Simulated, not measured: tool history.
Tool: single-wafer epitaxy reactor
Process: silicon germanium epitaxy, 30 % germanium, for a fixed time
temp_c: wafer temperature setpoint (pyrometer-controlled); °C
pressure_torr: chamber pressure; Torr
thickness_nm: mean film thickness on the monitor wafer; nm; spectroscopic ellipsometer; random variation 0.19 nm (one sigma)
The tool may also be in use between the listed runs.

run	hour	temp_c	pressure_torr	thickness_nm
1	0	600	16.8	56.514
2	5	600	14.1	52.961
3	11.4	602	14.1	55.286
4	16.4	602	12.4	52.439
5	18	602	14.1	55.196
6	21.2	602	15.7	57.563
7	24	603	15.7	58.873
8	26.9	604	15.7	60.153
9	33.2	605	15.7	61.136
10	33.9	606	15.7	62.621
11	39.4	607	15.7	63.745

Forecast run 12:
12	45	617	15.9	?

{"run 12": {"thickness_nm": 78.649}}

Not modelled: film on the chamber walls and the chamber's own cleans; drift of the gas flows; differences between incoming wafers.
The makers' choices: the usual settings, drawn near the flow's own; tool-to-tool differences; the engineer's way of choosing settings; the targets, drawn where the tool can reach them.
